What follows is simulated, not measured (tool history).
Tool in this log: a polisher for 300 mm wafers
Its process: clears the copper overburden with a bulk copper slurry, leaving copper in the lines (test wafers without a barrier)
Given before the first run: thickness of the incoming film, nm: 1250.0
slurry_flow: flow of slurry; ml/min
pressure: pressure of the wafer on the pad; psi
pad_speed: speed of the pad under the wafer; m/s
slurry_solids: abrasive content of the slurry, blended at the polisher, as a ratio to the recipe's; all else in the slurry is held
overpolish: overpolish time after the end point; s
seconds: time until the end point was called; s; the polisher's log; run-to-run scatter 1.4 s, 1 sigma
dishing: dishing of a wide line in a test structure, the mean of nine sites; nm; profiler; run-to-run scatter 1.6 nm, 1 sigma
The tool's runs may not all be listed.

{"run": 1, "hour": 0.0, "slurry_flow": 305, "pressure": 3.2, "pad_speed": 1.16, "slurry_solids": 1, "overpolish": 24, "seconds": 98.662, "dishing": 113.75}
{"run": 2, "hour": 8.2, "slurry_flow": 305, "pressure": 2.7, "pad_speed": 1.16, "slurry_solids": 1, "overpolish": 24, "seconds": 115.81, "dishing": 102.93}
{"run": 3, "hour": 10.9, "slurry_flow": 305, "pressure": 2.7, "pad_speed": 1.16, "slurry_solids": 1, "overpolish": 19, "seconds": 116.26, "dishing": 96.748}
{"run": 4, "hour": 13.6, "slurry_flow": 305, "pressure": 2.7, "pad_speed": 1.34, "slurry_solids": 1, "overpolish": 19, "seconds": 101.11, "dishing": 100.11}
{"run": 5, "hour": 19.1, "slurry_flow": 305, "pressure": 2.3, "pad_speed": 1.32, "slurry_solids": 1, "overpolish": 21, "seconds": 119.52, "dishing": 94.893}
{"run": 6, "hour": 24.2, "slurry_flow": 305, "pressure": 2.3, "pad_speed": 1.12, "slurry_solids": 1, "overpolish": 21, "seconds": 139.99, "dishing": 87.236}
{"run": 7, "hour": 28.0, "slurry_flow": 305, "pressure": 2.2, "pad_speed": 1.12, "slurry_solids": 1, "overpolish": 23, "seconds": 145.2, "dishing": 91.005}

The next listed run, before its measurement:
{"run": 8, "hour": 30.6, "slurry_flow": 305, "pressure": 2.1, "pad_speed": 1.12, "slurry_solids": 1, "overpolish": 23, "seconds": "?", "dishing": "?"}

Run 8 produced seconds 154.65 s, dishing 87.792 nm.
